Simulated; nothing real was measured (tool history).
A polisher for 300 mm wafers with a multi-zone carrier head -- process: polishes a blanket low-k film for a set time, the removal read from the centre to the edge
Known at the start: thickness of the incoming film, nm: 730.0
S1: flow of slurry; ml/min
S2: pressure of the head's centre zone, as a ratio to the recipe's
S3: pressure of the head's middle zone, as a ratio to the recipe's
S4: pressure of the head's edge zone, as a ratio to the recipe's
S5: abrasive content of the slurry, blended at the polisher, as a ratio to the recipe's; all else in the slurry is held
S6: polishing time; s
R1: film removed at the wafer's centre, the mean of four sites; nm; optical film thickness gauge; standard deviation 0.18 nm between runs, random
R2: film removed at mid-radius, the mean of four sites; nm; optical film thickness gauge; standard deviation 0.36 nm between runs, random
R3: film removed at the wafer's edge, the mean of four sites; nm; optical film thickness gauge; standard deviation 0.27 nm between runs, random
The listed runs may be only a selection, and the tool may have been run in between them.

run	hour	S1	S2	S3	S4	S5	S6	R1	R2	R3
1	0.0	225	1.00	1.00	1.00	1.00	33	19.559	17.410	17.821
2	7.1	225	0.99	1.02	1.04	1.15	35	21.796	20.093	21.012
3	14.5	275	0.99	1.02	1.04	1.15	35	22.554	21.108	21.089
4	16.1	275	0.99	1.07	1.04	1.15	35	22.663	21.465	20.947
5	19.3	275	1.06	1.07	1.04	1.15	35	24.050	22.149	20.925
6	23.9	275	1.06	1.07	1.04	1.00	35	22.570	19.616	19.593
7	31.8	275	1.06	1.07	1.04	1.00	35	22.429	19.997	19.450

For run 8, what comes out?
8	33.1	250	1.04	1.07	1.07	1.15	36	?	?	?

{"run 8": {"R1": 24.134, "R2": 22.148, "R3": 21.826}}
